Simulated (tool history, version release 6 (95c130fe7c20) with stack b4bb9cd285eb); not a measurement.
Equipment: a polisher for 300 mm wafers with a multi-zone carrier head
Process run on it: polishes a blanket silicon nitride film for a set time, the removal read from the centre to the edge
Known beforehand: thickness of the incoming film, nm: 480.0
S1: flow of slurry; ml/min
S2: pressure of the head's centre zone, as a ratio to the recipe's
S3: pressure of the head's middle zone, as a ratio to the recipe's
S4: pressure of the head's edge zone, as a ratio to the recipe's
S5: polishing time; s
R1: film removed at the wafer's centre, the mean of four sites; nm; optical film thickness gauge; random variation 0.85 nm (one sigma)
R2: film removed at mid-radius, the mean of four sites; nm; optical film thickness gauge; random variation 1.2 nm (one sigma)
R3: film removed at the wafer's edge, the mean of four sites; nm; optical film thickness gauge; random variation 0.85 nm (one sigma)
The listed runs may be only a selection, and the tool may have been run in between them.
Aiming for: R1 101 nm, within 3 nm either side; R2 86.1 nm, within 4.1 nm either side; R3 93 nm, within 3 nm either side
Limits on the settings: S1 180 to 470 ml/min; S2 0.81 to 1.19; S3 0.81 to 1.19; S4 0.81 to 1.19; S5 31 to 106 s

run 1 hour=0 | S1=300 S2=1 S3=1 S4=1 S5=68 | R1=111.88 R2=115.71 R3=115.54
run 2 hour=4.8 | S1=300 S2=1.01 S3=0.98 S4=0.98 S5=67 | R1=111.47 R2=109.45 R3=115.57
run 3 hour=13.3 | S1=350 S2=1.01 S3=0.98 S4=0.98 S5=67 | R1=115.3 R2=115.4 R3=115.9
run 4 hour=16 | S1=345 S2=1.02 S3=0.97 S4=0.97 S5=65 | R1=111.38 R2=112.97 R3=110.12
run 5 hour=24.1 | S1=345 S2=1.02 S3=0.97 S4=1.06 S5=65 | R1=112.36 R2=112.41 R3=116.28
run 6 hour=26.4 | S1=340 S2=1.03 S3=0.96 S4=1.04 S5=64 | R1=111.05 R2=106.28 R3=112.22
run 7 hour=31.2 | S1=335 S2=1.04 S3=0.95 S4=1.02 S5=63 | R1=110.76 R2=104.57 R3=111.26
run 8 hour=38.8 | S1=330 S2=1.05 S3=0.94 S4=1 S5=62 | R1=110.13 R2=102.86 R3=107.07
run 9 hour=46.8 | S1=320 S2=1.05 S3=0.93 S4=0.98 S5=61 | R1=108.07 R2=97.236 R3=104.08
run 10 hour=52.3 | S1=310 S2=1.05 S3=0.93 S4=0.96 S5=61 | R1=107.96 R2=100.97 R3=101.18
run 11 hour=53.4 | S1=300 S2=1.05 S3=0.91 S4=0.96 S5=61 | R1=106.11 R2=99.665 R3=101.62
run 12 hour=59.8 | S1=290 S2=1.06 S3=0.9 S4=0.96 S5=60 | R1=105.06 R2=97.679 R3=100.92
run 13 hour=68 | S1=285 S2=1.07 S3=0.89 S4=0.96 S5=59 | R1=104.14 R2=93.376 R3=97.815
run 14 hour=73.3 | S1=280 S2=1.07 S3=0.88 S4=0.96 S5=59 | R1=104.83 R2=94.027 R3=99.208
run 15 hour=79.4 | S1=275 S2=1.07 S3=0.87 S4=0.96 S5=59 | R1=104.5 R2=91.466 R3=98.17
run 16 hour=81 | S1=270 S2=1.07 S3=0.86 S4=0.95 S5=59 | R1=103.86 R2=90.939 R3=96.828
run 17 hour=86.9 | S1=265 S2=1.07 S3=0.85 S4=0.95 S5=59 | R1=103.83 R2=86.979 R3=96.859

Exactly one of the 5 candidate moves below puts every result within its allowed miss. Which one?
run A hour=92.8 | S1=190 S2=1.06 S3=0.81 S4=1.06 S5=62 | R1=? R2=? R3=?
run B hour=92.8 | S1=315 S2=1.13 S3=1.12 S4=0.84 S5=54 | R1=? R2=? R3=?
run C hour=92.8 | S1=225 S2=1.1 S3=1.05 S4=0.95 S5=58 | R1=? R2=? R3=?
run D hour=92.8 | S1=205 S2=1.06 S3=0.81 S4=0.87 S5=60 | R1=? R2=? R3=?
run E hour=92.8 | S1=360 S2=1.17 S3=1.04 S4=0.81 S5=55 | R1=? R2=? R3=?

move=A R1=101.31 R2=86.508 R3=105.26
move=B R1=101.97 R2=98.607 R3=86.403
move=C R1=101.7 R2=97.432 R3=95.162
move=D R1=99.55 R2=84.888 R3=93.702
move=E R1=109.01 R2=96.956 R3=87.52
A: the biggest miss grows against the last run
B: moves the result that the last run missed by most past its target, out the other side
C: the furthest-off result lands on target, but another misses its tolerance
D: meets every target
E: moves the result that the last run missed by most past its target, out the other side
D is the move that brings every result within its allowed miss.

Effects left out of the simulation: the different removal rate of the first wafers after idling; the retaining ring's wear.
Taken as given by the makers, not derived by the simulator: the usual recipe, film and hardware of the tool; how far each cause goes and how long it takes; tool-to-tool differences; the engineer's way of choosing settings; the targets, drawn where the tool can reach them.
